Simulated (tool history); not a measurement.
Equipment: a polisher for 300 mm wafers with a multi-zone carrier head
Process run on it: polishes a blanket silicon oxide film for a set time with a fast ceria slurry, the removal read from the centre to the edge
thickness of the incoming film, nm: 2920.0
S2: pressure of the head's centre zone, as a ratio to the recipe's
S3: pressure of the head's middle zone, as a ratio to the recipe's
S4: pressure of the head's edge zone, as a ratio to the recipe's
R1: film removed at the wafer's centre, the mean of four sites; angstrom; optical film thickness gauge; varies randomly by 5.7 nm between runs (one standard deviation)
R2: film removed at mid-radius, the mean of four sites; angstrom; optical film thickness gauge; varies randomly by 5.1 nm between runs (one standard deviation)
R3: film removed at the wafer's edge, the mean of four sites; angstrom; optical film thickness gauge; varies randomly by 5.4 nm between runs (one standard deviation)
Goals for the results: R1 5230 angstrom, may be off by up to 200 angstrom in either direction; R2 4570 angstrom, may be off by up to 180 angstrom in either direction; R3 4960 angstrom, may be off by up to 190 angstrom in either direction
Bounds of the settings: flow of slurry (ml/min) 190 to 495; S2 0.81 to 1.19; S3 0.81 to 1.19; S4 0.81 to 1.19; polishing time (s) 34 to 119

{"run": 1, "hour": 0.0, "flow of slurry (ml/min)": 320, "S2": 1, "S3": 1, "S4": 1, "polishing time (s)": 76, "R1": 7283.6, "R2": 7217, "R3": 7002}
{"run": 2, "hour": 6.4, "flow of slurry (ml/min)": 320, "S2": 1, "S3": 0.97, "S4": 0.99, "polishing time (s)": 72, "R1": 6649, "R2": 6513.3, "R3": 6724.1}
{"run": 3, "hour": 14.8, "flow of slurry (ml/min)": 320, "S2": 1.02, "S3": 0.96, "S4": 0.97, "polishing time (s)": 68, "R1": 6476.3, "R2": 6228.1, "R3": 6281.4}
{"run": 4, "hour": 18.7, "flow of slurry (ml/min)": 320, "S2": 1.02, "S3": 0.96, "S4": 1.05, "polishing time (s)": 68, "R1": 6606.9, "R2": 6204.7, "R3": 6558}
{"run": 5, "hour": 24.9, "flow of slurry (ml/min)": 320, "S2": 1.02, "S3": 0.96, "S4": 0.99, "polishing time (s)": 68, "R1": 6677.7, "R2": 6209, "R3": 6397.5}
{"run": 6, "hour": 33.0, "flow of slurry (ml/min)": 320, "S2": 1.02, "S3": 0.95, "S4": 0.98, "polishing time (s)": 65, "R1": 6234, "R2": 5881.5, "R3": 6096.1}
{"run": 7, "hour": 38.2, "flow of slurry (ml/min)": 320, "S2": 1.03, "S3": 0.94, "S4": 0.96, "polishing time (s)": 63, "R1": 6202, "R2": 5642.6, "R3": 5863}
{"run": 8, "hour": 46.1, "flow of slurry (ml/min)": 320, "S2": 1.03, "S3": 0.93, "S4": 0.94, "polishing time (s)": 61, "R1": 5966.8, "R2": 5462.6, "R3": 5499.2}
{"run": 9, "hour": 47.6, "flow of slurry (ml/min)": 320, "S2": 1.02, "S3": 0.91, "S4": 0.93, "polishing time (s)": 60, "R1": 5798.3, "R2": 5085.6, "R3": 5415.2}
{"run": 10, "hour": 54.7, "flow of slurry (ml/min)": 310, "S2": 0.96, "S3": 0.89, "S4": 0.83, "polishing time (s)": 56, "R1": 4946.4, "R2": 4827.1, "R3": 4830.7}

Exercise: of the 4 proposed moves below, exactly one satisfies all targets within the stated allowed misses. Which move is it?
{"run": "A", "hour": 61.8, "flow of slurry (ml/min)": 265, "S2": 1.04, "S3": 0.81, "S4": 0.96, "polishing time (s)": 54, "R1": "?", "R2": "?", "R3": "?"}
{"run": "B", "hour": 61.8, "flow of slurry (ml/min)": 315, "S2": 1.04, "S3": 0.81, "S4": 0.98, "polishing time (s)": 53, "R1": "?", "R2": "?", "R3": "?"}
{"run": "C", "hour": 61.8, "flow of slurry (ml/min)": 295, "S2": 1.02, "S3": 0.87, "S4": 0.93, "polishing time (s)": 55, "R1": "?", "R2": "?", "R3": "?"}
{"run": "D", "hour": 61.8, "flow of slurry (ml/min)": 345, "S2": 1.02, "S3": 0.81, "S4": 0.81, "polishing time (s)": 58, "R1": "?", "R2": "?", "R3": "?"}

move=A R1=5168.5 R2=4224.6 R3=4823.3
move=B R1=5184 R2=4228.5 R3=4852.6
move=C R1=5237.2 R2=4621.2 R3=4882.7
move=D R1=5617.5 R2=4670 R3=4900.9
A: takes the biggest miss from the last run beyond its target
B: takes the biggest miss from the last run beyond its target
C: meets every target
D: corrects the largest miss of the last run, while another result sits out of spec
Correct choice: C, which meets every target
